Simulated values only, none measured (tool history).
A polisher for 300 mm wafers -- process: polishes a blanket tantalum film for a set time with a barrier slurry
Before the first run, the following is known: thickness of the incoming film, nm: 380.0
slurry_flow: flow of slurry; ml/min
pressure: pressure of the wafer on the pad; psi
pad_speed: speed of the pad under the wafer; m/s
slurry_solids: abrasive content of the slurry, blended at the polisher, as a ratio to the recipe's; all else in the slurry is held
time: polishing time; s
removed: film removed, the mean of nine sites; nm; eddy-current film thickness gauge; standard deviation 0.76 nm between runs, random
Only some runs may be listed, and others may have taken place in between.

{"run": 1, "hour": 0.0, "slurry_flow": 210, "pressure": 2.1, "pad_speed": 1.0, "slurry_solids": 1.0, "time": 59, "removed": 105.96}
{"run": 2, "hour": 8.6, "slurry_flow": 210, "pressure": 2.1, "pad_speed": 1.0, "slurry_solids": 1.15, "time": 59, "removed": 108.12}
{"run": 3, "hour": 15.3, "slurry_flow": 210, "pressure": 2.1, "pad_speed": 1.0, "slurry_solids": 1.05, "time": 59, "removed": 104.94}
{"run": 4, "hour": 21.4, "slurry_flow": 210, "pressure": 1.9, "pad_speed": 1.0, "slurry_solids": 1.05, "time": 59, "removed": 96.203}
{"run": 5, "hour": 22.4, "slurry_flow": 210, "pressure": 1.8, "pad_speed": 1.0, "slurry_solids": 1.05, "time": 59, "removed": 92.197}
{"run": 6, "hour": 26.1, "slurry_flow": 210, "pressure": 1.7, "pad_speed": 0.98, "slurry_solids": 1.05, "time": 59, "removed": 85.284}
{"run": 7, "hour": 29.3, "slurry_flow": 210, "pressure": 1.6, "pad_speed": 0.98, "slurry_solids": 1.05, "time": 59, "removed": 81.873}

Forecast run 8:
{"run": 8, "hour": 29.8, "slurry_flow": 210, "pressure": 1.5, "pad_speed": 0.98, "slurry_solids": 1.05, "time": 59, "removed": "?"}

removed: 78.951 nm
